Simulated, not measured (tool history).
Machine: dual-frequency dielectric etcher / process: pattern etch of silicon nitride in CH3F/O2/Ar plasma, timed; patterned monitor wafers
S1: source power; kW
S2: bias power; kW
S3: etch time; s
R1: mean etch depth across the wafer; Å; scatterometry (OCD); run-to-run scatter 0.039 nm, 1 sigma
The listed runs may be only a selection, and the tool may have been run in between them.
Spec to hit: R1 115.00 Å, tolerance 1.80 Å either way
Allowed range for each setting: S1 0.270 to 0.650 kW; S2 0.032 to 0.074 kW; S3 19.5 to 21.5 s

| run | hour | S1 | S2 | S3 | R1 |
|---|---|---|---|---|---|
| 1 | 0.0 | 0.460 | 0.053 | 21.5 | 133.53 |
| 2 | 3.5 | 0.430 | 0.052 | 21.5 | 129.39 |
| 3 | 11.9 | 0.400 | 0.052 | 21.5 | 127.51 |
| 4 | 17.4 | 0.380 | 0.051 | 21.5 | 123.77 |
| 5 | 18.4 | 0.360 | 0.051 | 21.5 | 121.75 |
| 6 | 20.6 | 0.360 | 0.051 | 19.5 | 110.08 |
| 7 | 27.1 | 0.370 | 0.051 | 19.5 | 110.97 |
| 8 | 35.4 | 0.380 | 0.051 | 19.5 | 112.30 |

4 next moves are on the table. One of them brings every result within its allowed miss. Which?
| A | 43.7 | 0.390 | 0.048 | 20.5 | ? |
| B | 43.7 | 0.360 | 0.053 | 21.0 | ? |
| C | 43.7 | 0.370 | 0.051 | 21.0 | ? |
| D | 43.7 | 0.380 | 0.052 | 20.0 | ? |

| move | R1 |
|---|---|
| A | 117.49 |
| B | 119.62 |
| C | 119.74 |
| D | 115.47 |
A: moves the result that the last run missed by most past its target, out the other side
B: moves the result that the last run missed by most past its target, out the other side
C: moves the result that the last run missed by most past its target, out the other side
D: all results in spec
So the answer is move D, the one that meets all the targets.

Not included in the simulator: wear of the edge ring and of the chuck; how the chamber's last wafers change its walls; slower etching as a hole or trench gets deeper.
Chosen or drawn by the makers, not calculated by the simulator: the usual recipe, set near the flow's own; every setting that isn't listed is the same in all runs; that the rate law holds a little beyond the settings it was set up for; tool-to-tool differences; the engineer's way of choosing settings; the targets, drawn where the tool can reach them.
